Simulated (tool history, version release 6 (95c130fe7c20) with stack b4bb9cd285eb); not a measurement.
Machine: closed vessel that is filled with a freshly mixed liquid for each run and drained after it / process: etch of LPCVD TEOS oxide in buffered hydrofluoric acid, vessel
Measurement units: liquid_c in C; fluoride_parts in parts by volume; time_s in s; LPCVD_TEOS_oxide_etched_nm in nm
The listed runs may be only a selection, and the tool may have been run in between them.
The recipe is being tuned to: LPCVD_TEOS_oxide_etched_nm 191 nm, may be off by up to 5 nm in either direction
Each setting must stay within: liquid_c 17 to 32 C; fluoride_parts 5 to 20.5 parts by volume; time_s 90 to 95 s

| run | hour | liquid_c | fluoride_parts | time_s | LPCVD_TEOS_oxide_etched_nm |
|---|---|---|---|---|---|
| 1 | 0 | 24 | 12.5 | 90 | 267.19 |
| 2 | 1.4 | 22.5 | 12.5 | 90 | 247.46 |
| 3 | 10 | 22.5 | 10.5 | 90 | 294.3 |
| 4 | 11.1 | 22.5 | 8.5 | 90 | 350.57 |
| 5 | 13.9 | 22.5 | 6 | 90 | 498.5 |
| 6 | 16.4 | 22.5 | 5 | 90 | 574.78 |
| 7 | 19.1 | 18.5 | 9 | 90 | 264.68 |
| 8 | 26.4 | 18 | 9.5 | 90 | 250.75 |
| 9 | 33.5 | 18 | 10 | 90 | 239.33 |
| 10 | 41.6 | 18 | 10.5 | 90 | 230.82 |
| 11 | 45.8 | 18 | 11 | 90 | 216.63 |
| 12 | 49.2 | 17.5 | 11.5 | 90 | 205.49 |
| 13 | 52.9 | 17 | 12.5 | 90 | 179.84 |

4 candidate next runs follow, results not yet known. Just one meets every target within its allowed miss. Identify it.
| A | 56.6 | 18.5 | 14.5 | 95 | ? |
| B | 56.6 | 17.5 | 14.5 | 95 | ? |
| C | 56.6 | 18 | 12.5 | 90 | ? |
| D | 56.6 | 18 | 14 | 95 | ? |

| move | LPCVD_TEOS_oxide_etched_nm |
|---|---|
| A | 182.36 |
| B | 172.29 |
| C | 194.27 |
| D | 183.49 |
A: an improvement on the last run, though not all results are within tolerance
B: further off than the last run
C: every result within its allowed miss
D: an improvement on the last run, though not all results are within tolerance
Answer: C
